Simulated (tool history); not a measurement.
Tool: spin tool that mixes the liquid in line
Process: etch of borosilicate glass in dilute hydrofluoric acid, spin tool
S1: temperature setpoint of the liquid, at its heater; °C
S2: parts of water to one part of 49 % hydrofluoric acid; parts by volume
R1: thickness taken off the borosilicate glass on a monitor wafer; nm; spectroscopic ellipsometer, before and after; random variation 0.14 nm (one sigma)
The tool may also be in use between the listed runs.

run 1 hour=0 | S1=23 S2=255 time_under_the_liquid_(s)=290 | R1=23.901
run 2 hour=6.3 | S1=23 S2=255 time_under_the_liquid_(s)=290 | R1=23.994
run 3 hour=10.6 | S1=23 S2=255 time_under_the_liquid_(s)=290 | R1=24.03
run 4 hour=17.2 | S1=21 S2=255 time_under_the_liquid_(s)=290 | R1=22.392
run 5 hour=19.5 | S1=19 S2=255 time_under_the_liquid_(s)=290 | R1=20.849
run 6 hour=24.3 | S1=19 S2=255 time_under_the_liquid_(s)=310 | R1=21.979
run 7 hour=28 | S1=21.5 S2=255 time_under_the_liquid_(s)=310 | R1=24.287
run 8 hour=30.3 | S1=21.5 S2=255 time_under_the_liquid_(s)=310 | R1=24.221
run 9 hour=36 | S1=21.5 S2=255 time_under_the_liquid_(s)=310 | R1=24.076
run 10 hour=41.7 | S1=23.5 S2=250 time_under_the_liquid_(s)=310 | R1=26.825
run 11 hour=43.6 | S1=25 S2=245 time_under_the_liquid_(s)=310 | R1=29.006
run 12 hour=45.2 | S1=26.5 S2=245 time_under_the_liquid_(s)=310 | R1=30.678
run 13 hour=53.1 | S1=27.5 S2=245 time_under_the_liquid_(s)=310 | R1=31.6

Run 14 comes next. What will it give?
run 14 hour=58.9 | S1=27.5 S2=245 time_under_the_liquid_(s)=310 | R1=?

Run 14 gave R1 31.598 nm.

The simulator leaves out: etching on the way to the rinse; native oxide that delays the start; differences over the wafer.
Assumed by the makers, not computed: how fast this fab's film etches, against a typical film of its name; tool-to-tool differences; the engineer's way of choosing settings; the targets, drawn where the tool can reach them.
